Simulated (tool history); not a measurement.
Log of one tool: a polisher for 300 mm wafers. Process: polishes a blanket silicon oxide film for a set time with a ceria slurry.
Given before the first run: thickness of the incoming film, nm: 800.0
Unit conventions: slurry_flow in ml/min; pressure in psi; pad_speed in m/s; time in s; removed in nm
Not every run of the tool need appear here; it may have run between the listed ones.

| run | hour | slurry_flow | pressure | pad_speed | time | removed |
|---|---|---|---|---|---|---|
| 1 | 0 | 270 | 3.4 | 1.02 | 83 | 367.59 |
| 2 | 3.9 | 270 | 3.4 | 1.28 | 83 | 438.73 |
| 3 | 4.7 | 270 | 3.4 | 1.52 | 83 | 519.41 |
| 4 | 9.6 | 270 | 3.5 | 1.52 | 83 | 537.23 |
| 5 | 14.9 | 230 | 3.5 | 1.52 | 83 | 533.97 |
| 6 | 16.7 | 230 | 3.5 | 1.32 | 83 | 464.83 |
|  | 21.7 | worn pad replaced by a new one |
| 7 | 21.7 | 230 | 3.5 | 1.32 | 83 | 526.42 |
| 8 | 26.5 | 220 | 3.5 | 1.32 | 83 | 531.92 |

The next listed run, before its measurement:
| 9 | 28.4 | 210 | 3.5 | 1.32 | 83 | ? |

removed: 505.78 nm
